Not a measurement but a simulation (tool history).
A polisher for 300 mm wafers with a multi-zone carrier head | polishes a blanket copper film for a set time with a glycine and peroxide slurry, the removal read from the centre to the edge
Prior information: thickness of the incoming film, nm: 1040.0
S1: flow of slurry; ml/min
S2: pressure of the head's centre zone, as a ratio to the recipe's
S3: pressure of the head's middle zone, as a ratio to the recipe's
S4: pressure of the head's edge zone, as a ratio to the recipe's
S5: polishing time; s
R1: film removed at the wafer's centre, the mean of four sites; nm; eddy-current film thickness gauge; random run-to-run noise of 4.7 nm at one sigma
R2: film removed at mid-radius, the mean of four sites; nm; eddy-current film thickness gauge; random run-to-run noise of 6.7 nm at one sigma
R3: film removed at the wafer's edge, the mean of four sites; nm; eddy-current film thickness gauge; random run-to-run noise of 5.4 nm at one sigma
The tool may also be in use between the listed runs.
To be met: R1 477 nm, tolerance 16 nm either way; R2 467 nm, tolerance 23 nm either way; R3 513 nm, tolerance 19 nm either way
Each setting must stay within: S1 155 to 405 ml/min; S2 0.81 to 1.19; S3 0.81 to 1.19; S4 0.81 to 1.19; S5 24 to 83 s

run  hour   S1    S2    S3    S4  S5      R1      R2      R3
  1     0  260     1     1     1  53  431.86  432.37  415.01
  2   8.7  265  0.99  0.99  1.05  55  443.15   431.6  449.09
  3  15.3  265  0.99  0.92  1.05  55  438.36  405.82  443.77
  4  18.9  265  0.99  0.85  1.05  55  439.28  386.43  444.94
  5  20.1  265  0.99  0.91  1.05  55   443.5  410.91  449.89
  6  25.7  275  0.99  0.94  1.08  56  455.03  427.95  465.93
  7  27.7  285  0.99  0.96  1.11  56  450.36  428.08  471.62
  8  32.6  285  0.99  0.98  1.13  57  456.62  450.29  480.66
  9  41.1  290  0.99  0.98  1.15  58  473.67  467.92  493.12

5 candidate next runs follow, results not yet known. Just one meets every target within its allowed miss. Identify it.
  A  49.6  220  0.92  0.99  1.17  61   ?   ?   ?
  B  49.6  280  0.97  1.12  1.11  57   ?   ?   ?
  C  49.6  255  0.96  0.94  1.13  61   ?   ?   ?
  D  49.6  305  0.97     1  1.06  58   ?   ?   ?
  E  49.6  310  0.99  1.02   1.1  57   ?   ?   ?

move      R1      R2      R3
   A   446.6  466.13  506.57
   B  448.99  490.53  469.87
   C  471.16  453.98  504.62
   D  460.09  459.77  472.33
   E  461.37  459.41  471.69
A: the furthest-off result lands on target, but another misses its tolerance
B: misses by more than the last run did
C: every result within its allowed miss
D: misses by more than the last run did
E: misses by more than the last run did
Correct choice: C, which meets every target

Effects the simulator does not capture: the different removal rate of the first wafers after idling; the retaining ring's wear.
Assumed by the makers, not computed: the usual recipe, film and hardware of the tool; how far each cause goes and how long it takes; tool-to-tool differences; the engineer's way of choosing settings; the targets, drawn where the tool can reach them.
